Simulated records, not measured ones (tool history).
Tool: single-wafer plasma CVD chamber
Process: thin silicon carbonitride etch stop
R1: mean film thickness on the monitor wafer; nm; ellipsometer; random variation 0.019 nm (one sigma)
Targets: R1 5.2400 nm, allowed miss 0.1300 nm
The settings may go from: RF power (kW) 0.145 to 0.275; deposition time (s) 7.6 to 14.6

run 1 day=0.000 | RF_power_(kW)=0.210 deposition_time_(s)=11.1 | R1=6.4323
run 2 day=0.121 | RF_power_(kW)=0.200 deposition_time_(s)=10.5 | R1=5.9525
run 3 day=0.325 | RF_power_(kW)=0.215 deposition_time_(s)=10.5 | R1=6.1089
run 4 day=0.388 | RF_power_(kW)=0.200 deposition_time_(s)=10.5 | R1=5.9313
run 5 day=0.608 | RF_power_(kW)=0.220 deposition_time_(s)=10.5 | R1=6.1119
run 6 day=0.938 | RF_power_(kW)=0.220 deposition_time_(s)=9.8 | R1=5.7738
run 7 day=0.983 | RF_power_(kW)=0.210 deposition_time_(s)=9.6 | R1=5.5573
run 8 day=1.017 | RF_power_(kW)=0.205 deposition_time_(s)=9.5 | R1=5.4360
run 9 day=1.229 | RF_power_(kW)=0.200 deposition_time_(s)=9.5 | R1=5.3874
run 10 day=1.546 | RF_power_(kW)=0.200 deposition_time_(s)=9.5 | R1=5.4020

Which of these 5 next moves meets every target?
run A day=1.862 | RF_power_(kW)=0.170 deposition_time_(s)=10.4 | R1=?
run B day=1.862 | RF_power_(kW)=0.185 deposition_time_(s)=10.1 | R1=?
run C day=1.862 | RF_power_(kW)=0.210 deposition_time_(s)=8.5 | R1=?
run D day=1.862 | RF_power_(kW)=0.210 deposition_time_(s)=9.0 | R1=?
run E day=1.862 | RF_power_(kW)=0.200 deposition_time_(s)=9.7 | R1=?

move=A R1=5.5998
move=B R1=5.5920
move=C R1=4.9049
move=D R1=5.1934
move=E R1=5.5092
A: further off than the last run
B: further off than the last run
C: takes the result that was furthest off past its target
D: meets every target
E: further off than the last run
Move D is the one to make.
